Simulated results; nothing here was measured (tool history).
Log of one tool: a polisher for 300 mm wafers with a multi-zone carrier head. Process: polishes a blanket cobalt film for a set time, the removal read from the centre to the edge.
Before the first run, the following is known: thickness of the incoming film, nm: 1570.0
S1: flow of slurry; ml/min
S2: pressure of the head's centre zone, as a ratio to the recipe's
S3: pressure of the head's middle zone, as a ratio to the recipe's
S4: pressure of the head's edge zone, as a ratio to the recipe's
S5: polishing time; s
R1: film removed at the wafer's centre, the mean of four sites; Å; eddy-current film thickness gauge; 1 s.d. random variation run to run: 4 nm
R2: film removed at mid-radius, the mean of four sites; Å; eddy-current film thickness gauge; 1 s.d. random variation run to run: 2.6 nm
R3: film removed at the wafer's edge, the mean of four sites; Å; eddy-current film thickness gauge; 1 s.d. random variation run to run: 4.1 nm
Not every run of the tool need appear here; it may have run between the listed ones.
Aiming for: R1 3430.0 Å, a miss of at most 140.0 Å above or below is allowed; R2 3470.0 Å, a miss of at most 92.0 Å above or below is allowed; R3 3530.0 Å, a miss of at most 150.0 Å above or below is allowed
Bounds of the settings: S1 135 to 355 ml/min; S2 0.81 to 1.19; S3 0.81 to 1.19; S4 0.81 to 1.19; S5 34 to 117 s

run  hour   S1    S2    S3    S4  S5      R1      R2      R3
  1   0.0  225  1.00  1.00  1.00  75  4275.1  4219.7  4357.0
  2   1.7  225  0.94  1.00  1.00  75  4037.2  4187.2  4443.2
  3   9.3  220  0.94  1.00  0.98  74  4027.0  4208.0  4261.9
  4  11.3  220  0.94  1.00  0.90  74  3984.7  4152.9  4072.9
  5  13.5  215  0.93  0.99  0.89  73  3875.4  4049.7  4046.9
  6  18.1  245  0.93  0.99  0.89  73  3922.1  4155.8  4026.8
  7  25.0  245  0.93  0.98  0.88  72  3913.4  4049.8  3923.0
  8  30.4  245  0.92  0.97  0.88  71  3798.1  3971.5  3881.7
  9  36.7  245  0.92  0.96  0.87  70  3747.5  3858.9  3831.4
 10  41.6  240  0.92  0.96  0.86  69  3737.9  3827.2  3719.9
 11  42.9  200  0.86  0.88  0.84  67  3199.5  3371.9  3485.7

Exactly one of the 5 candidate moves below puts every result within its allowed miss. Which one?
  A  44.2  295  1.02  1.07  0.81  60   ?   ?   ?
  B  44.2  145  0.81  0.97  0.82  65   ?   ?   ?
  C  44.2  230  0.88  0.90  0.81  67   ?   ?   ?
  D  44.2  175  0.88  1.04  0.81  62   ?   ?   ?
  E  44.2  255  0.97  1.09  0.81  60   ?   ?   ?

move      R1      R2      R3
   A  3590.2  3666.2  3199.3
   B  2753.7  3309.2  3239.0
   C  3346.0  3444.7  3506.2
   D  2966.8  3460.7  3145.7
   E  3355.5  3668.5  3161.1
A: carries the result that was furthest off beyond its target, to the other side
B: further off than the last run
C: all results land within tolerance of their targets
D: further off than the last run
E: the furthest-off result lands on target, but another misses its tolerance
Go with C: it meets all targets.
